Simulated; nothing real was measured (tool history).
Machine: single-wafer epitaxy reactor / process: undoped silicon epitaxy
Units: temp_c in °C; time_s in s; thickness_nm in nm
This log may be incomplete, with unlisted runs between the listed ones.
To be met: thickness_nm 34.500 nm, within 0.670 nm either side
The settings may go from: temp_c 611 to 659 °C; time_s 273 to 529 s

run 1 day=0.000 | temp_c=635 time_s=401 | thickness_nm=49.415
run 2 day=0.254 | temp_c=643 time_s=401 | thickness_nm=58.470
run 3 day=0.588 | temp_c=640 time_s=401 | thickness_nm=54.393
run 4 day=0.867 | temp_c=638 time_s=401 | thickness_nm=53.236
run 5 day=1.067 | temp_c=636 time_s=401 | thickness_nm=51.175
run 6 day=1.233 | temp_c=636 time_s=429 | thickness_nm=53.422
run 7 day=1.258 | temp_c=634 time_s=429 | thickness_nm=51.671
run 8 day=1.567 | temp_c=634 time_s=429 | thickness_nm=51.956
run 9 day=1.679 | temp_c=632 time_s=429 | thickness_nm=49.693
run 10 day=1.721 | temp_c=620 time_s=426 | thickness_nm=38.285
run 11 day=1.933 | temp_c=619 time_s=426 | thickness_nm=37.645
run 12 day=2.225 | temp_c=617 time_s=426 | thickness_nm=35.921
-- day=2.400 pyrometer calibrated
run 13 day=2.400 | temp_c=616 time_s=426 | thickness_nm=31.795
run 14 day=2.592 | temp_c=618 time_s=426 | thickness_nm=33.211
run 15 day=2.942 | temp_c=619 time_s=426 | thickness_nm=33.601

Which one of the following 4 next-run settings gets every result inside its allowed miss? There is exactly one.
run A day=3.292 | temp_c=616 time_s=449 | thickness_nm=?
run B day=3.292 | temp_c=614 time_s=485 | thickness_nm=?
run C day=3.292 | temp_c=614 time_s=451 | thickness_nm=?
run D day=3.292 | temp_c=614 time_s=444 | thickness_nm=?

move=A thickness_nm=33.070
move=B thickness_nm=34.194
move=C thickness_nm=31.797
move=D thickness_nm=31.303
A: misses by more than the last run did
B: meets every target
C: misses by more than the last run did
D: misses by more than the last run did
B is the move that brings every result within its allowed miss.

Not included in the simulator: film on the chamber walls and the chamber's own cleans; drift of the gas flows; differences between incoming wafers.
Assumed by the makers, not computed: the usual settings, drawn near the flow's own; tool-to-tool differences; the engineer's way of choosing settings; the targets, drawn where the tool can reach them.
